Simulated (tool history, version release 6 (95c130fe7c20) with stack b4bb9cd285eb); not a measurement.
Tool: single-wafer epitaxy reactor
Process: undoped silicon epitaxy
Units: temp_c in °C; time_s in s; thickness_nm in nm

Run 1, hour 0: temp_c 650 °C, time_s 443 s. Result: thickness_nm 70.565 nm.
Run 2, hour 3.1: temp_c 650 °C, time_s 472 s. Result: thickness_nm 74.306 nm.
Run 3, hour 7.1: temp_c 643 °C, time_s 469 s. Result: thickness_nm 64.53 nm.
Run 4, hour 7.8: temp_c 649 °C, time_s 469 s. Result: thickness_nm 72.963 nm.
Run 5, hour 12.5: temp_c 643 °C, time_s 462 s. Result: thickness_nm 64.484 nm.
Run 6, hour 15.3: temp_c 638 °C, time_s 449 s. Result: thickness_nm 56.233 nm.

Run 7 comes next. What will it give?
Run 7, hour 21.2: temp_c 635 °C, time_s 446 s. Result: thickness_nm ?.

thickness_nm: 53.047 nm

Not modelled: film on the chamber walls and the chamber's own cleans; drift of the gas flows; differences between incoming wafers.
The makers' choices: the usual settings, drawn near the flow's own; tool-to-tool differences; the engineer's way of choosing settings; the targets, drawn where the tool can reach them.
